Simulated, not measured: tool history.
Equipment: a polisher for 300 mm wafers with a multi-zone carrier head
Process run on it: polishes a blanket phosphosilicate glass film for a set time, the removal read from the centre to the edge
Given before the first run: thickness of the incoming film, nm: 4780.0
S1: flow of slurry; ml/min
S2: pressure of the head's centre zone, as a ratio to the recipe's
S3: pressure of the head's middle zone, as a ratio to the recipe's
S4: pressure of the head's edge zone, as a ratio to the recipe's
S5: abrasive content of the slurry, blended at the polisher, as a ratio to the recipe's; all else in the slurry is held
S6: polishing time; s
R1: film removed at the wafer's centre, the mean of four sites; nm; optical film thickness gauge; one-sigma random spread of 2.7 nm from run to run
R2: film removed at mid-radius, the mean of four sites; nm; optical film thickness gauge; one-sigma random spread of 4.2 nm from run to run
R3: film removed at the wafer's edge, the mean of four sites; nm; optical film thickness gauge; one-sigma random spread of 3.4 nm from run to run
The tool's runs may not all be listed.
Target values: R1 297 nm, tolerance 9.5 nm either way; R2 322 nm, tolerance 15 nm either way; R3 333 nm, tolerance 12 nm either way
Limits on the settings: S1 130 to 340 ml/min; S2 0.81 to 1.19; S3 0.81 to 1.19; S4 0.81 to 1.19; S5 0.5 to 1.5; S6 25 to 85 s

Run 1, hour 0: S1 220 ml/min, S2 1, S3 1, S4 1, S5 1, S6 55 s. Result: R1 351.1 nm, R2 359.49 nm, R3 351.8 nm.
Run 2, hour 8: S1 220 ml/min, S2 0.96, S3 1, S4 1, S5 1, S6 55 s. Result: R1 334.78 nm, R2 353.74 nm, R3 357.05 nm.
Run 3, hour 8.7: S1 210 ml/min, S2 0.94, S3 0.99, S4 0.98, S5 1, S6 55 s. Result: R1 324.49 nm, R2 348.35 nm, R3 349.06 nm.
Run 4, hour 9.5: S1 210 ml/min, S2 0.94, S3 0.99, S4 1.03, S5 1, S6 55 s. Result: R1 325.17 nm, R2 350.44 nm, R3 362.33 nm.
Run 5, hour 11.1: S1 210 ml/min, S2 0.94, S3 0.99, S4 1.03, S5 1, S6 65 s. Result: R1 380.45 nm, R2 405.34 nm, R3 428.3 nm.
Run 6, hour 18.1: S1 210 ml/min, S2 0.94, S3 0.99, S4 1.09, S5 1, S6 65 s. Result: R1 380.61 nm, R2 416.89 nm, R3 444.94 nm.
At hour 26.6: slurry nozzle cleaned.
Run 7, hour 26.6: S1 205 ml/min, S2 0.92, S3 0.98, S4 1.04, S5 0.9, S6 65 s. Result: R1 370.31 nm, R2 395.36 nm, R3 419.99 nm.
Run 8, hour 34.7: S1 200 ml/min, S2 0.89, S3 0.98, S4 1.02, S5 0.8, S6 64 s. Result: R1 327.71 nm, R2 373.24 nm, R3 374.29 nm.
Run 9, hour 37.2: S1 195 ml/min, S2 0.88, S3 0.95, S4 1, S5 0.75, S6 64 s. Result: R1 303.17 nm, R2 345.7 nm, R3 354.77 nm.

Exactly one of the 4 candidate moves below puts every result within its allowed miss. Which one?
Run A, hour 39.7: S1 180 ml/min, S2 1.09, S3 0.95, S4 1.02, S5 0.7, S6 56 s. Result: R1 ?, R2 ?, R3 ?.
Run B, hour 39.7: S1 270 ml/min, S2 0.87, S3 0.81, S4 1.13, S5 0.7, S6 64 s. Result: R1 ?, R2 ?, R3 ?.
Run C, hour 39.7: S1 160 ml/min, S2 0.92, S3 0.97, S4 0.99, S5 0.65, S6 68 s. Result: R1 ?, R2 ?, R3 ?.
Run D, hour 39.7: S1 200 ml/min, S2 0.94, S3 0.81, S4 1.06, S5 0.75, S6 63 s. Result: R1 ?, R2 ?, R3 ?.

move      R1      R2      R3
   A  315.07  283.15  300.45
   B  302.29  299.85     374
   C  300.14  326.28  337.05
   D  324.64  298.89  364.89
A: takes the result that was furthest off past its target
B: the biggest miss grows against the last run
C: each result inside its tolerance
D: the biggest miss grows against the last run
The move that meets every target is C.
